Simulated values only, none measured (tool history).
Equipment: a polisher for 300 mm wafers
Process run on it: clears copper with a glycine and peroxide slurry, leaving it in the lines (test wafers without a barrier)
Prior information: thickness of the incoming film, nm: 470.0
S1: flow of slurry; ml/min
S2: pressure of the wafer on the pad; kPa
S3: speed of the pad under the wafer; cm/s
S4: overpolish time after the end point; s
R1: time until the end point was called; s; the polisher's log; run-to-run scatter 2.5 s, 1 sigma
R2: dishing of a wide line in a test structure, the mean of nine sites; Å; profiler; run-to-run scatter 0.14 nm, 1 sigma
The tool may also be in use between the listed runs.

run	day	S1	S2	S3	S4	R1	R2
1	0	155	17.2	98	14	82.161	169.42
2	0.196	155	13.8	98	14	94.916	165.82
3	0.546	155	13.8	118	14	84.984	167.27
4	0.862	145	13.1	116	12	95.888	161.74
5	0.883	135	12.4	122	11	94.094	161.2
6	1.208	135	12.4	104	11	102.08	156.32
7	1.375	130	13.1	94	10	104.6	152.33
8	1.454	125	13.1	86	9	112.06	149.11
9	1.5	120	13.8	80	8	110.65	141.3
10	1.671	95	14.5	52	4	138.47	82.954
11	1.958	110	14.5	54	4	130.93	86.158

Estimate the outcome of run 12 from the log above:
12	2.029	115	13.8	60	4	?	?

{"run 12": {"R1": 136.24, "R2": 87.67}}

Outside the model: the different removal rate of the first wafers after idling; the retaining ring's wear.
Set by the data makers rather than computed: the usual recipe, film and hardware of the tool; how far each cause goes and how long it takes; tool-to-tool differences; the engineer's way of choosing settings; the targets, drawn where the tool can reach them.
